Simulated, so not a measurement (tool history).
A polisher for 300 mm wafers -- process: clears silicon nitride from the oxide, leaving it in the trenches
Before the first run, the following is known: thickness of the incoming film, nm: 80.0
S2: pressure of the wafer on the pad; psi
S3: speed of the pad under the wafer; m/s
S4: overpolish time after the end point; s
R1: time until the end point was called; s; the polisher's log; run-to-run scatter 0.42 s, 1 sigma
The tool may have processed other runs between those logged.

Run 1, hour 0: flow of slurry (ml/min) 230, S2 3.2 psi, S3 1.14 m/s, S4 10 s. Result: R1 60.022 s.
Run 2, hour 4.9: flow of slurry (ml/min) 230, S2 2.6 psi, S3 1.14 m/s, S4 10 s. Result: R1 74.96 s.
Run 3, hour 6.4: flow of slurry (ml/min) 230, S2 3 psi, S3 1.14 m/s, S4 10 s. Result: R1 63.424 s.
Run 4, hour 8: flow of slurry (ml/min) 230, S2 3.3 psi, S3 1.14 m/s, S4 10 s. Result: R1 58.791 s.
Run 5, hour 13.1: flow of slurry (ml/min) 230, S2 3.5 psi, S3 1.14 m/s, S4 10 s. Result: R1 55.708 s.
Run 6, hour 21.7: flow of slurry (ml/min) 230, S2 3.7 psi, S3 1.14 m/s, S4 10 s. Result: R1 51.705 s.
Run 7, hour 23.8: flow of slurry (ml/min) 230, S2 3.9 psi, S3 1.14 m/s, S4 10 s. Result: R1 49.701 s.
Run 8, hour 29.2: flow of slurry (ml/min) 230, S2 4.1 psi, S3 1.14 m/s, S4 10 s. Result: R1 47.658 s.
Run 9, hour 32.4: flow of slurry (ml/min) 230, S2 4.2 psi, S3 1.14 m/s, S4 10 s. Result: R1 46.128 s.
Run 10, hour 36.5: flow of slurry (ml/min) 230, S2 4.3 psi, S3 1.14 m/s, S4 10 s. Result: R1 45.502 s.

Run 11, settings as shown, results not yet in. Your forecast:
Run 11, hour 38.9: flow of slurry (ml/min) 230, S2 4.4 psi, S3 1.14 m/s, S4 10 s. Result: R1 ?.

{"run 11": {"R1": 45.025}}
